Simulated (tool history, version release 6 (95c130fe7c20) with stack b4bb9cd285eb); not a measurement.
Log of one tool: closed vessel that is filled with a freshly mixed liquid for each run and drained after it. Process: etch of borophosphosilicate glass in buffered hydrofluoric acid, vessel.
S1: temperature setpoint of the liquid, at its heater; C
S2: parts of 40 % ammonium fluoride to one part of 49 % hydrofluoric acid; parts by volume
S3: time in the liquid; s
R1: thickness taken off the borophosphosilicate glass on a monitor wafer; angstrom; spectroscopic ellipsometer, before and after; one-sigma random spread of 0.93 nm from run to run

{"run": 1, "hour": 0.0, "S1": 22.0, "S2": 20.5, "S3": 115, "R1": 781.65}
{"run": 2, "hour": 8.7, "S1": 22.0, "S2": 20.5, "S3": 115, "R1": 790.61}
{"run": 3, "hour": 14.5, "S1": 23.0, "S2": 20.5, "S3": 115, "R1": 839.88}
{"run": 4, "hour": 20.0, "S1": 23.0, "S2": 20.5, "S3": 115, "R1": 830.78}
{"run": 5, "hour": 20.6, "S1": 23.0, "S2": 20.5, "S3": 115, "R1": 836.9}
{"run": 6, "hour": 26.9, "S1": 23.0, "S2": 24.0, "S3": 115, "R1": 744.03}
{"hour": 30.9, "done": "hydrofluoric acid flow meter replaced"}
{"run": 7, "hour": 30.9, "S1": 24.0, "S2": 24.0, "S3": 115, "R1": 734.23}
{"run": 8, "hour": 35.6, "S1": 25.0, "S2": 23.5, "S3": 115, "R1": 774.87}
{"run": 9, "hour": 40.5, "S1": 25.5, "S2": 23.0, "S3": 115, "R1": 818.47}
{"run": 10, "hour": 41.5, "S1": 26.0, "S2": 22.5, "S3": 115, "R1": 858.4}

Expected results for the next run?
{"run": 11, "hour": 42.4, "S1": 26.5, "S2": 22.5, "S3": 115, "R1": "?"}

Logged for run 11: R1 895.81 angstrom.

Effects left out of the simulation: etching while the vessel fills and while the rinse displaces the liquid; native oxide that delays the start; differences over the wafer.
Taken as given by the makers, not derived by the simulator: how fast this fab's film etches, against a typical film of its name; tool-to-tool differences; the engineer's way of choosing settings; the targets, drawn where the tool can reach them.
